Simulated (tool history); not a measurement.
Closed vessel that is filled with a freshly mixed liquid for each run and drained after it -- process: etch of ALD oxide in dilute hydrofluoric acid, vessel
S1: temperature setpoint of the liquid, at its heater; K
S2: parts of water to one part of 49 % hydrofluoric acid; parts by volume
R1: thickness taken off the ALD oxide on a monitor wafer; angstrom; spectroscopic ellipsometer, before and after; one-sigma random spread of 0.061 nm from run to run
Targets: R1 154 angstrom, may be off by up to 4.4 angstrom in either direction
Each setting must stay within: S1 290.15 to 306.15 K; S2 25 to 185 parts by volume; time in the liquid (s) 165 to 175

{"run": 1, "hour": 0.0, "S1": 298.15, "S2": 105, "time in the liquid (s)": 165, "R1": 199.04}
{"run": 2, "hour": 6.6, "S1": 296.15, "S2": 105, "time in the liquid (s)": 165, "R1": 182.01}
{"run": 3, "hour": 14.6, "S1": 295.15, "S2": 105, "time in the liquid (s)": 165, "R1": 175.4}
{"run": 4, "hour": 20.9, "S1": 294.15, "S2": 105, "time in the liquid (s)": 165, "R1": 169}
{"hour": 26.3, "done": "thermometer replaced"}
{"run": 5, "hour": 26.3, "S1": 297.15, "S2": 105, "time in the liquid (s)": 165, "R1": 208.41}
{"run": 6, "hour": 33.9, "S1": 297.15, "S2": 80, "time in the liquid (s)": 165, "R1": 282.94}
{"run": 7, "hour": 38.4, "S1": 295.15, "S2": 85, "time in the liquid (s)": 165, "R1": 245.11}
{"run": 8, "hour": 43.7, "S1": 293.65, "S2": 90, "time in the liquid (s)": 165, "R1": 213.94}
{"run": 9, "hour": 52.6, "S1": 292.65, "S2": 95, "time in the liquid (s)": 165, "R1": 194.29}
{"run": 10, "hour": 56.4, "S1": 292.15, "S2": 100, "time in the liquid (s)": 165, "R1": 179.51}
{"run": 11, "hour": 61.8, "S1": 290.15, "S2": 110, "time in the liquid (s)": 165, "R1": 148.7}

Consider the 4 candidate settings below. Which is the only one whose results all fall within their allowed miss of target?
{"run": "A", "hour": 67.2, "S1": 290.15, "S2": 115, "time in the liquid (s)": 170, "R1": "?"}
{"run": "B", "hour": 67.2, "S1": 290.15, "S2": 120, "time in the liquid (s)": 175, "R1": "?"}
{"run": "C", "hour": 67.2, "S1": 290.15, "S2": 110, "time in the liquid (s)": 170, "R1": "?"}
{"run": "D", "hour": 67.2, "S1": 290.15, "S2": 115, "time in the liquid (s)": 165, "R1": "?"}

move=A R1=147.11
move=B R1=144.39
move=C R1=154.58
move=D R1=142.78
A: moves away from the targets compared with the last run
B: moves away from the targets compared with the last run
C: each result inside its tolerance
D: moves away from the targets compared with the last run
Move C is the one to make.
